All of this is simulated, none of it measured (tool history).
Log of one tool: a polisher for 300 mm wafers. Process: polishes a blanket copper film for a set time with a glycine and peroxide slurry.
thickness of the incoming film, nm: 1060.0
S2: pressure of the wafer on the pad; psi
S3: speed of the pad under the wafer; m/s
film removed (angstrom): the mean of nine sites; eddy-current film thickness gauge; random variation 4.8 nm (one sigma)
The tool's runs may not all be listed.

{"run": 1, "hour": 0.0, "flow of slurry (ml/min)": 150, "S2": 2.6, "S3": 1.16, "polishing time (s)": 44, "film removed (angstrom)": 2861.9}
{"run": 2, "hour": 3.9, "flow of slurry (ml/min)": 155, "S2": 3, "S3": 1.18, "polishing time (s)": 44, "film removed (angstrom)": 3368.1}
{"run": 3, "hour": 9.3, "flow of slurry (ml/min)": 155, "S2": 3.5, "S3": 1.18, "polishing time (s)": 44, "film removed (angstrom)": 3798.2}
{"run": 4, "hour": 11.8, "flow of slurry (ml/min)": 165, "S2": 3.7, "S3": 1.22, "polishing time (s)": 44, "film removed (angstrom)": 4177.2}
{"run": 5, "hour": 15.0, "flow of slurry (ml/min)": 165, "S2": 3.7, "S3": 1.22, "polishing time (s)": 44, "film removed (angstrom)": 4125.8}
{"run": 6, "hour": 21.8, "flow of slurry (ml/min)": 165, "S2": 3.8, "S3": 1.26, "polishing time (s)": 44, "film removed (angstrom)": 4326}
{"run": 7, "hour": 24.8, "flow of slurry (ml/min)": 165, "S2": 3.9, "S3": 1.3, "polishing time (s)": 44, "film removed (angstrom)": 4617.4}

The next listed run, before its measurement:
{"run": 8, "hour": 28.4, "flow of slurry (ml/min)": 165, "S2": 3.9, "S3": 1.32, "polishing time (s)": 44, "film removed (angstrom)": "?"}

film removed (angstrom): 4677.8
